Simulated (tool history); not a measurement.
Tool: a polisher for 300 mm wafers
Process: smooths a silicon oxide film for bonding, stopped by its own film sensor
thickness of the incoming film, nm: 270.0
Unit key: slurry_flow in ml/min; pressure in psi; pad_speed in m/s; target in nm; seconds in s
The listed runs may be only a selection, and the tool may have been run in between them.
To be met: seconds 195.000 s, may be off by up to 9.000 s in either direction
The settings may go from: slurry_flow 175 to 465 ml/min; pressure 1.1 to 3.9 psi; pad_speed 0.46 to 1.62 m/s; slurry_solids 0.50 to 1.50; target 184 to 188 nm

run,day,slurry_flow,pressure,pad_speed,slurry_solids,target,seconds
1,0.000,295,2.5,1.04,1.00,188,92.363
2,0.033,295,2.2,0.98,1.00,188,107.490
3,0.158,295,2.2,0.98,1.00,188,106.600
4,0.488,295,2.2,0.98,1.00,184,111.640
5,0.546,295,2.0,0.94,1.00,184,124.620
6,0.700,295,1.8,0.90,1.00,184,140.930
7,0.812,295,1.7,0.88,1.00,184,151.080
8,1.133,295,1.6,0.88,1.00,184,165.430
9,1.325,295,1.2,0.86,1.00,184,214.420

Consider the 5 candidate settings below. Which is the only one whose results all fall within their allowed miss of target?
A,1.517,310,1.4,0.86,1.05,187,?
B,1.517,325,1.3,0.92,0.80,184,?
C,1.517,250,1.2,1.00,0.95,188,?
D,1.517,315,2.4,0.46,0.65,184,?
E,1.517,240,1.2,0.76,1.20,186,?

move,seconds
A,173.170
B,216.370
C,195.260
D,205.590
E,209.700
A: moves the result that the last run missed by most past its target, out the other side
B: misses by more than the last run did
C: hits every target within its allowed miss
D: nearer the targets than the last run, but a result is still out of spec
E: nearer the targets than the last run, but a result is still out of spec
Move C is the one to make.
